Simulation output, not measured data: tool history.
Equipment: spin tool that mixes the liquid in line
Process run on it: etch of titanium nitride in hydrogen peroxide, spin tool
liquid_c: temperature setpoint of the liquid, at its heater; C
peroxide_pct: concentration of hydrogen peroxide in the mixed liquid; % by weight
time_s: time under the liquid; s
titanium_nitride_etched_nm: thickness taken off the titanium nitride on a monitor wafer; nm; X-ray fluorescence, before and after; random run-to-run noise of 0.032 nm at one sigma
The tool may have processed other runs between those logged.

run 1 hour=0 | liquid_c=46 peroxide_pct=25 time_s=270 | titanium_nitride_etched_nm=7.0252
run 2 hour=7.8 | liquid_c=46 peroxide_pct=27.5 time_s=270 | titanium_nitride_etched_nm=7.1745
run 3 hour=14.2 | liquid_c=49.5 peroxide_pct=27.5 time_s=270 | titanium_nitride_etched_nm=9.0861
run 4 hour=20.7 | liquid_c=49.5 peroxide_pct=22.5 time_s=270 | titanium_nitride_etched_nm=8.9062
run 5 hour=25.2 | liquid_c=49.5 peroxide_pct=22.5 time_s=270 | titanium_nitride_etched_nm=8.864
run 6 hour=32 | liquid_c=49.5 peroxide_pct=26.5 time_s=270 | titanium_nitride_etched_nm=9.1284

The next listed run, before its measurement:
run 7 hour=37.7 | liquid_c=47 peroxide_pct=26.5 time_s=270 | titanium_nitride_etched_nm=?

Run 7 came out at titanium_nitride_etched_nm 7.5672 nm.
